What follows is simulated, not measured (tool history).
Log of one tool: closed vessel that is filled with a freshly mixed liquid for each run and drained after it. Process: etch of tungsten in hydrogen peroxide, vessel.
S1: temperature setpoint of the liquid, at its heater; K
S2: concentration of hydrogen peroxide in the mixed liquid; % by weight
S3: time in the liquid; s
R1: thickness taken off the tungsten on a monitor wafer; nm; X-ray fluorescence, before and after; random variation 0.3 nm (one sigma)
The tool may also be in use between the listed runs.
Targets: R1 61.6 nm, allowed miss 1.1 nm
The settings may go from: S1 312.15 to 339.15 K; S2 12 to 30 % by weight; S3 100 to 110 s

{"run": 1, "day": 0.0, "S1": 328.15, "S2": 20.5, "S3": 100, "R1": 110.55}
{"run": 2, "day": 0.117, "S1": 331.15, "S2": 20.5, "S3": 100, "R1": 131.58}
{"run": 3, "day": 0.167, "S1": 326.65, "S2": 20.5, "S3": 100, "R1": 100.41}
{"run": 4, "day": 0.383, "S1": 332.15, "S2": 20.5, "S3": 100, "R1": 139.47}
{"run": 5, "day": 0.504, "S1": 332.15, "S2": 22, "S3": 100, "R1": 143.74}
{"run": 6, "day": 0.758, "S1": 327.15, "S2": 22, "S3": 100, "R1": 107.27}
{"run": 7, "day": 0.967, "S1": 324.15, "S2": 22, "S3": 100, "R1": 89.665}
{"run": 8, "day": 1.212, "S1": 322.15, "S2": 22, "S3": 100, "R1": 78.738}
{"day": 1.271, "done": "thermometer replaced"}
{"run": 9, "day": 1.271, "S1": 320.65, "S2": 22, "S3": 100, "R1": 78.551}
{"run": 10, "day": 1.458, "S1": 313.65, "S2": 22, "S3": 100, "R1": 50.858}
{"run": 11, "day": 1.583, "S1": 314.65, "S2": 22, "S3": 100, "R1": 53.866}
{"run": 12, "day": 1.925, "S1": 315.65, "S2": 22, "S3": 100, "R1": 57.267}
{"run": 13, "day": 2.292, "S1": 316.15, "S2": 22, "S3": 100, "R1": 59.034}

4 next moves are on the table. One of them brings every result within its allowed miss. Which?
{"run": "A", "day": 2.658, "S1": 315.65, "S2": 22, "S3": 100, "R1": "?"}
{"run": "B", "day": 2.658, "S1": 317.15, "S2": 21, "S3": 100, "R1": "?"}
{"run": "C", "day": 2.658, "S1": 313.65, "S2": 22.5, "S3": 110, "R1": "?"}
{"run": "D", "day": 2.658, "S1": 314.65, "S2": 23, "S3": 100, "R1": "?"}

move=A R1=57.615
move=B R1=61.94
move=C R1=56.34
move=D R1=55.244
A: further off than the last run
B: meets every target
C: further off than the last run
D: further off than the last run
Move B is the one to make.
